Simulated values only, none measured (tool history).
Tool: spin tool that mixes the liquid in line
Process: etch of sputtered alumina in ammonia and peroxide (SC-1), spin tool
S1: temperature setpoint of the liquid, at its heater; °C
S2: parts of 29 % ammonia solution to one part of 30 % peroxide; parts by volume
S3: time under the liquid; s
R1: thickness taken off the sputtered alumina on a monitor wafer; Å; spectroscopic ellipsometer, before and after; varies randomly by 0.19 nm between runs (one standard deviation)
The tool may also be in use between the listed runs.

Run 1, hour 0: S1 54 °C, S2 0.55 parts by volume, S3 315 s. Result: R1 322.36 Å.
Run 2, hour 6.5: S1 54 °C, S2 0.55 parts by volume, S3 335 s. Result: R1 339.87 Å.
Run 3, hour 11.2: S1 54 °C, S2 0.55 parts by volume, S3 315 s. Result: R1 321.13 Å.
Run 4, hour 13.8: S1 54 °C, S2 0.55 parts by volume, S3 335 s. Result: R1 340.26 Å.
Run 5, hour 21: S1 54 °C, S2 0.55 parts by volume, S3 335 s. Result: R1 341.92 Å.
Run 6, hour 28.3: S1 55 °C, S2 0.55 parts by volume, S3 335 s. Result: R1 363.15 Å.

Run 7 comes next. What will it give?
Run 7, hour 36.9: S1 55.5 °C, S2 0.55 parts by volume, S3 335 s. Result: R1 ?.

Run 7 came out at R1 372.37 Å.
